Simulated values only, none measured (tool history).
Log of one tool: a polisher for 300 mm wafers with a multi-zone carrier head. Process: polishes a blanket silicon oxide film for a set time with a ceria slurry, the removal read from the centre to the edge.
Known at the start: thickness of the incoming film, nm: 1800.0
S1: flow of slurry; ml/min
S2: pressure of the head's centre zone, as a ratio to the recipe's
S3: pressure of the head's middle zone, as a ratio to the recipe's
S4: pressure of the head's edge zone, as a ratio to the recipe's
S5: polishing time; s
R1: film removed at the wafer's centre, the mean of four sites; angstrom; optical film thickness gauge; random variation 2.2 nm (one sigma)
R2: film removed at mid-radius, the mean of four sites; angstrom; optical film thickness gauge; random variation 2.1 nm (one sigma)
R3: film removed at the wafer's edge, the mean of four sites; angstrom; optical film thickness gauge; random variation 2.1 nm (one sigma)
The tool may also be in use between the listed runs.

run  hour   S1    S2    S3    S4  S5      R1      R2      R3
  1   0.0  135  1.00  1.00  1.00  56  1815.8  2038.4  2026.9
  2   7.1  135  1.00  1.00  1.06  56  1850.7  2093.5  2138.6
  3  10.4  165  1.00  1.00  1.06  56  1901.6  2105.7  2142.7
  4  14.7  165  1.00  1.00  1.03  56  1903.3  2123.1  2119.4
  5  15.3  165  1.00  1.00  1.09  56  1892.9  2125.3  2163.5
     20.2  -- centre zone pressure recalibrated
  6  20.2  165  1.00  1.00  1.02  56  2075.6  2129.6  2067.5

The next listed run, before its measurement:
  7  21.0  175  0.99  1.04  1.03  57   ?   ?   ?

{"run 7": {"R1": 2114.0, "R2": 2236.2, "R3": 2162.4}}
